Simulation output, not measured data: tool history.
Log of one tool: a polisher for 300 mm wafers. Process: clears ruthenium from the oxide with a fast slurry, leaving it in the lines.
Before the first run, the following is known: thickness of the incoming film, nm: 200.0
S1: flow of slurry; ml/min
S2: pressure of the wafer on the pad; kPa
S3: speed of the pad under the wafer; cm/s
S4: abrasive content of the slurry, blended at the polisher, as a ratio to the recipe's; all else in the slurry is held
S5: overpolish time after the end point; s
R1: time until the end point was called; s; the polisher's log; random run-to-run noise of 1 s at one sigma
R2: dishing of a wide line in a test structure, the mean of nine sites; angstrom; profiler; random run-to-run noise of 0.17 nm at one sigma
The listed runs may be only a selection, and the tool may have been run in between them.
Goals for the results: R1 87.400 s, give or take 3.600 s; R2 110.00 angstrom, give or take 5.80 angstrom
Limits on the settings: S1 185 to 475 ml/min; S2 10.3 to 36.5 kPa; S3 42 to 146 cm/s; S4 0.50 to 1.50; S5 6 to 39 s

run   hour   S1    S2   S3    S4  S5      R1      R2
  1    0.0  305  23.4   94  1.00  20  41.974  391.87
  2    4.0  305  23.4   94  1.15  20  39.567  388.70
  3    9.1  365  23.4   94  1.15  20  39.017  400.35
  4   15.5  365  23.4  114  1.15  20  32.605  415.95
  5   24.3  320  23.4  114  1.15  20  32.859  407.28
  6   26.0  320  23.4  104  1.15  20  35.475  411.49
  7   28.8  360  20.0  100  0.95  16  47.951  336.40
  8   37.5  315  17.2  100  0.85  13  56.764  273.63
  9   40.7  280  15.2  100  0.75  11  67.925  214.49
 10   48.4  255  13.8  104  0.70  10  75.818  184.08
 11   52.6  235  13.1  110  0.65   9  78.556  171.70
 12   57.9  220  12.4  114  0.60   8  83.341  142.94
 13   65.1  210  11.7  118  0.55   7  90.370  126.04
 14   73.0  205  11.7  122  0.55   7  86.565  126.11
 15   73.8  200  11.7  124  0.55   7  85.184  131.05
 16   78.4  195  11.0  128  0.55   7  88.659  121.73
 17   83.4  190  11.0  130  0.55   7  88.435  130.39
 18   86.8  190  11.7  124  0.55   7  86.991  124.97
 19   94.2  190  11.0  128  0.55   7  88.764  126.07
 20   95.4  190  11.0  132  0.55   7  85.791  126.50
 21  101.6  185  10.3  134  0.50   6  96.777  103.31

Of the 4 settings listed for the next run, only one would bring every result within its allowed miss of target. Which one?
  A  107.8  185  12.4  138  0.50   6   ?   ?
  B  107.8  240  11.0  146  0.50   6   ?   ?
  C  107.8  185  11.0  134  0.50   6   ?   ?
  D  107.8  185  11.7  130  0.60   6   ?   ?

move      R1      R2
   A  76.952  120.75
   B  78.216  119.09
   C  88.490  107.07
   D  79.166  117.86
A: takes the biggest miss from the last run beyond its target
B: takes the biggest miss from the last run beyond its target
C: meets every target
D: takes the biggest miss from the last run beyond its target
C meets every target.
